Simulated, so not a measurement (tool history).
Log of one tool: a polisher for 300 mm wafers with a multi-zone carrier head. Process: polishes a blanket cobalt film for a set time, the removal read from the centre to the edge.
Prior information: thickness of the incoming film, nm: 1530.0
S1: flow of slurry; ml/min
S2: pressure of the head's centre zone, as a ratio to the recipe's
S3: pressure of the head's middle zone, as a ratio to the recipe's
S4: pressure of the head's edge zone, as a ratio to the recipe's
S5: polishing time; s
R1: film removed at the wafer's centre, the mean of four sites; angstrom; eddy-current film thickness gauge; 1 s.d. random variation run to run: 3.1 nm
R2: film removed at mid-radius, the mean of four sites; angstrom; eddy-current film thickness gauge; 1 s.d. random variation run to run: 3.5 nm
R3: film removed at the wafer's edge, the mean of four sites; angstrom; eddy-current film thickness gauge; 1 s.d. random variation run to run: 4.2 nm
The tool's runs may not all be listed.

{"run": 1, "hour": 0.0, "S1": 170, "S2": 1.0, "S3": 1.0, "S4": 1.0, "S5": 38, "R1": 2657.5, "R2": 2859.5, "R3": 2877.5}
{"run": 2, "hour": 3.9, "S1": 175, "S2": 1.01, "S3": 1.01, "S4": 1.03, "S5": 39, "R1": 2740.0, "R2": 2969.3, "R3": 3013.8}
{"run": 3, "hour": 12.7, "S1": 185, "S2": 1.02, "S3": 1.02, "S4": 1.05, "S5": 40, "R1": 2862.3, "R2": 3111.7, "R3": 3070.4}
{"run": 4, "hour": 15.9, "S1": 185, "S2": 1.02, "S3": 1.02, "S4": 1.06, "S5": 41, "R1": 2951.3, "R2": 3142.8, "R3": 3105.7}
{"run": 5, "hour": 17.1, "S1": 185, "S2": 1.02, "S3": 1.02, "S4": 1.12, "S5": 41, "R1": 2955.8, "R2": 3162.8, "R3": 3276.7}
{"run": 6, "hour": 22.6, "S1": 185, "S2": 1.02, "S3": 1.03, "S4": 1.13, "S5": 42, "R1": 3009.6, "R2": 3272.9, "R3": 3289.3}
{"run": 7, "hour": 29.2, "S1": 190, "S2": 1.02, "S3": 1.03, "S4": 1.14, "S5": 43, "R1": 3043.3, "R2": 3313.6, "R3": 3533.0}
{"run": 8, "hour": 31.9, "S1": 195, "S2": 1.03, "S3": 1.04, "S4": 1.14, "S5": 43, "R1": 3172.0, "R2": 3372.1, "R3": 3434.7}
{"run": 9, "hour": 33.2, "S1": 200, "S2": 1.03, "S3": 1.04, "S4": 1.15, "S5": 43, "R1": 3190.0, "R2": 3387.0, "R3": 3501.4}

Expected results for the next run?
{"run": 10, "hour": 35.2, "S1": 205, "S2": 1.03, "S3": 1.05, "S4": 1.16, "S5": 43, "R1": "?", "R2": "?", "R3": "?"}

{"run 10": {"R1": 3218.8, "R2": 3415.0, "R3": 3484.5}}
